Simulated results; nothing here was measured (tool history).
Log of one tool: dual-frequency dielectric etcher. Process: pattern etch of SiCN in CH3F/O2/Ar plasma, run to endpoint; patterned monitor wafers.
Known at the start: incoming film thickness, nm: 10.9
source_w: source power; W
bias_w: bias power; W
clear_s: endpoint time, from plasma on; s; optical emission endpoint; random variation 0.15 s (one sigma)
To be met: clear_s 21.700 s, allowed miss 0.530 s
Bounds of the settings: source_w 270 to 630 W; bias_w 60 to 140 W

Run 1, hour 0.0: source_w 450 W, bias_w 100 W. Result: clear_s 25.082 s.
Run 2, hour 0.9: source_w 450 W, bias_w 92 W. Result: clear_s 25.515 s.
Run 3, hour 1.5: source_w 420 W, bias_w 92 W. Result: clear_s 26.441 s.
Run 4, hour 7.0: source_w 470 W, bias_w 92 W. Result: clear_s 25.309 s.
Run 5, hour 11.4: source_w 470 W, bias_w 110 W. Result: clear_s 23.982 s.
Run 6, hour 14.7: source_w 410 W, bias_w 110 W. Result: clear_s 25.024 s.
At hour 18.0: bias power generator calibrated.
Run 7, hour 18.0: source_w 500 W, bias_w 124 W. Result: clear_s 23.093 s.
Run 8, hour 25.1: source_w 510 W, bias_w 126 W. Result: clear_s 22.749 s.
Run 9, hour 29.7: source_w 520 W, bias_w 127 W. Result: clear_s 22.198 s.
Run 10, hour 30.5: source_w 530 W, bias_w 128 W. Result: clear_s 22.228 s.

Which of these 5 next moves meets every target?
Run A, hour 31.3: source_w 510 W, bias_w 126 W. Result: clear_s ?.
Run B, hour 31.3: source_w 490 W, bias_w 125 W. Result: clear_s ?.
Run C, hour 31.3: source_w 590 W, bias_w 123 W. Result: clear_s ?.
Run D, hour 31.3: source_w 540 W, bias_w 115 W. Result: clear_s ?.
Run E, hour 31.3: source_w 510 W, bias_w 124 W. Result: clear_s ?.

move  clear_s
   A   22.560
   B   22.921
   C   21.633
   D   22.750
   E   22.671
A: further off than the last run
B: further off than the last run
C: meets every target
D: further off than the last run
E: further off than the last run
Move C is the one to make.

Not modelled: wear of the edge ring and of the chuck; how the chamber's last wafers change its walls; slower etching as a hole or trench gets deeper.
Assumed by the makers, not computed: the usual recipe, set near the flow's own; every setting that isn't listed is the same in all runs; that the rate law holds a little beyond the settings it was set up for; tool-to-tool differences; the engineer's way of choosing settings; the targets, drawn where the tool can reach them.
